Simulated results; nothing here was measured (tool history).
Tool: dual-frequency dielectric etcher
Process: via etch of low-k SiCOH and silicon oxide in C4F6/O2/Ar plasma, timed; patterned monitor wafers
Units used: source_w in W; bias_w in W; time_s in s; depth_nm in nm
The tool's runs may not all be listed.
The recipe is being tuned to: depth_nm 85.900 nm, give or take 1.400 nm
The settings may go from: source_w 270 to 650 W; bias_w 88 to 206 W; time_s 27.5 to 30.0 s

| run | day | source_w | bias_w | time_s | depth_nm |
|---|---|---|---|---|---|
| 1 | 0.000 | 460 | 147 | 30.0 | 72.553 |
| 2 | 0.342 | 460 | 147 | 27.5 | 66.329 |
| 3 | 0.600 | 500 | 158 | 27.5 | 70.691 |
| 4 | 0.779 | 530 | 168 | 27.5 | 73.814 |
| 5 | 1.092 | 530 | 168 | 30.0 | 80.506 |
| 6 | 1.312 | 540 | 169 | 30.0 | 81.790 |
| 7 | 1.350 | 550 | 169 | 30.0 | 83.070 |
| 8 | 1.717 | 550 | 169 | 30.0 | 82.467 |
| 9 | 1.875 | 560 | 169 | 30.0 | 83.493 |
| 10 | 1.992 | 570 | 169 | 30.0 | 83.089 |
| 11 | 2.329 | 580 | 169 | 30.0 | 84.718 |

Exercise: of the 5 proposed moves below, exactly one satisfies all targets within the stated allowed misses. Which move is it?
| A | 2.667 | 610 | 162 | 29.5 | ? |
| B | 2.667 | 650 | 156 | 29.0 | ? |
| C | 2.667 | 610 | 178 | 29.5 | ? |
| D | 2.667 | 600 | 170 | 28.5 | ? |
| E | 2.667 | 580 | 163 | 30.0 | ? |

| move | depth_nm |
|---|---|
| A | 83.192 |
| B | 82.762 |
| C | 86.287 |
| D | 81.328 |
| E | 83.040 |
A: its largest miss is bigger than the last run's
B: its largest miss is bigger than the last run's
C: meets every target
D: its largest miss is bigger than the last run's
E: its largest miss is bigger than the last run's
C is the move that brings every result within its allowed miss.

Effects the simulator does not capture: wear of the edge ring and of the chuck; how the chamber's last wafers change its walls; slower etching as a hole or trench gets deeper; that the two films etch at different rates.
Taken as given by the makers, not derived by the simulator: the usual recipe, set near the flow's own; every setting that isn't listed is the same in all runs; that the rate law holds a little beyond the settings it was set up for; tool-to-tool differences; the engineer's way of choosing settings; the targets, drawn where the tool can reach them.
